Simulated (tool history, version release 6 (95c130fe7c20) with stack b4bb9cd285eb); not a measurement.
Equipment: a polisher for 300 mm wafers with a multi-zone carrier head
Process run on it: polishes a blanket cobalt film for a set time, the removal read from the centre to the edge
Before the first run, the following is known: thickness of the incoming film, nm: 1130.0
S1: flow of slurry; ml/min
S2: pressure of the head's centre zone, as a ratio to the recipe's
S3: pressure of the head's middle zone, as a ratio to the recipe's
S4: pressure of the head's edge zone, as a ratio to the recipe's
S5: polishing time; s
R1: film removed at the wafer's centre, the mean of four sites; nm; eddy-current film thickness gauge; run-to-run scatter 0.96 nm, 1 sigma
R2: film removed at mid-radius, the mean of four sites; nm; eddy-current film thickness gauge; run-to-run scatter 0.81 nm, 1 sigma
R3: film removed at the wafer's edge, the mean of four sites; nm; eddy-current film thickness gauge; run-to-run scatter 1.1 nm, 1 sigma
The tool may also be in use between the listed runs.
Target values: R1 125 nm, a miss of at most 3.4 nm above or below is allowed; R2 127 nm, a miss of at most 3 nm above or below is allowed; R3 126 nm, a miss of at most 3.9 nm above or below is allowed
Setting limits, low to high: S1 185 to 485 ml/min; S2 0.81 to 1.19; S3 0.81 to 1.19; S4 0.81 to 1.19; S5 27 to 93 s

Run 1, hour 0: S1 310 ml/min, S2 1, S3 1, S4 1, S5 59 s. Result: R1 138.41 nm, R2 142.69 nm, R3 140.16 nm.
Run 2, hour 9: S1 310 ml/min, S2 1, S3 1.08, S4 1, S5 59 s. Result: R1 138.28 nm, R2 152.86 nm, R3 138.13 nm.
Run 3, hour 15.7: S1 355 ml/min, S2 1, S3 1.08, S4 1, S5 59 s. Result: R1 142.17 nm, R2 154.23 nm, R3 141.08 nm.
Run 4, hour 16.9: S1 345 ml/min, S2 1, S3 1.06, S4 0.98, S5 59 s. Result: R1 139.89 nm, R2 153.05 nm, R3 141.34 nm.
Run 5, hour 19.7: S1 410 ml/min, S2 1, S3 1.06, S4 0.98, S5 59 s. Result: R1 140.25 nm, R2 153.62 nm, R3 143.16 nm.
Run 6, hour 25.8: S1 410 ml/min, S2 1, S3 1.06, S4 0.93, S5 59 s. Result: R1 141.14 nm, R2 154.09 nm, R3 138.66 nm.
Run 7, hour 33.8: S1 320 ml/min, S2 0.93, S3 0.96, S4 0.84, S5 57 s. Result: R1 126.65 nm, R2 133.81 nm, R3 126.02 nm.
Run 8, hour 35.5: S1 315 ml/min, S2 0.93, S3 0.95, S4 0.84, S5 57 s. Result: R1 125.76 nm, R2 133.15 nm, R3 124.18 nm.
Run 9, hour 41.8: S1 315 ml/min, S2 0.93, S3 0.94, S4 0.84, S5 57 s. Result: R1 125.32 nm, R2 131.87 nm, R3 124.02 nm.
Run 10, hour 47.4: S1 315 ml/min, S2 0.93, S3 0.93, S4 0.85, S5 57 s. Result: R1 123.76 nm, R2 130.13 nm, R3 126.47 nm.

Pick the move, out of 5, that brings all results within their allowed miss; only one does.
Run A, hour 53: S1 365 ml/min, S2 0.87, S3 0.88, S4 0.88, S5 61 s. Result: R1 ?, R2 ?, R3 ?.
Run B, hour 53: S1 330 ml/min, S2 0.89, S3 0.85, S4 0.92, S5 60 s. Result: R1 ?, R2 ?, R3 ?.
Run C, hour 53: S1 310 ml/min, S2 0.98, S3 0.96, S4 0.95, S5 54 s. Result: R1 ?, R2 ?, R3 ?.
Run D, hour 53: S1 285 ml/min, S2 0.88, S3 0.83, S4 0.82, S5 61 s. Result: R1 ?, R2 ?, R3 ?.
Run E, hour 53: S1 365 ml/min, S2 0.91, S3 0.94, S4 0.86, S5 55 s. Result: R1 ?, R2 ?, R3 ?.

move      R1      R2      R3
   A  125.88  134.66  137.56
   B  125.59  127.74  137.27
   C  123.96  126.39   124.7
   D  124.51  125.83  131.43
   E  118.81  128.19  122.67
A: further off than the last run
B: puts the biggest miss on target and leaves a different result outside tolerance
C: every result within its allowed miss
D: puts the biggest miss on target and leaves a different result outside tolerance
E: puts the biggest miss on target and leaves a different result outside tolerance
C meets every target.

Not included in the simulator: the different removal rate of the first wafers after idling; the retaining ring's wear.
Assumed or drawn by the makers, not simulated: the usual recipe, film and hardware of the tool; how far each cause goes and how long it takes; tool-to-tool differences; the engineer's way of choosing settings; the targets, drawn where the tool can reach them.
